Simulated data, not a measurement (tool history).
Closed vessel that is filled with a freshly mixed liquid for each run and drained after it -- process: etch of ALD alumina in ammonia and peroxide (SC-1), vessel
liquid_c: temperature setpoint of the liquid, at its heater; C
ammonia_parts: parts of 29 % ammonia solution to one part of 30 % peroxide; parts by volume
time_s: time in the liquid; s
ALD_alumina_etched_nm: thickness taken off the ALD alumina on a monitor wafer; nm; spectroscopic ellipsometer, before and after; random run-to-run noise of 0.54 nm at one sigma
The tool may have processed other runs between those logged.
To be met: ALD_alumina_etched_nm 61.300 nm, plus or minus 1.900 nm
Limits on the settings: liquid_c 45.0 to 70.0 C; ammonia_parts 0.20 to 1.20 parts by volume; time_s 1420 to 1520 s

run,day,liquid_c,ammonia_parts,time_s,ALD_alumina_etched_nm
1,0.000,61.0,0.70,1420,90.044
2,0.075,59.5,0.70,1420,82.901
3,0.454,58.5,0.70,1420,79.351
4,0.575,57.5,0.70,1420,75.653
5,0.933,57.5,0.70,1420,75.733
6,1.154,57.5,0.85,1420,75.992
7,1.467,56.5,0.85,1420,72.608
8,1.550,56.0,0.85,1420,70.855
9,1.600,55.5,0.85,1420,68.712
10,1.896,55.0,0.85,1420,67.002
11,2.092,54.5,0.85,1420,65.216
12,2.208,54.0,0.85,1420,63.827

Consider the 4 candidate settings below. Which is the only one whose results all fall within their allowed miss of target?
A,2.325,51.0,0.75,1470,?
B,2.325,54.0,0.65,1420,?
C,2.325,51.0,0.65,1520,?
D,2.325,54.0,0.80,1500,?

move,ALD_alumina_etched_nm
A,55.549
B,62.253
C,56.662
D,67.069
A: carries the result that was furthest off beyond its target, to the other side
B: all results land within tolerance of their targets
C: carries the result that was furthest off beyond its target, to the other side
D: lands further from the targets than the last run did
Go with B: it meets all targets.
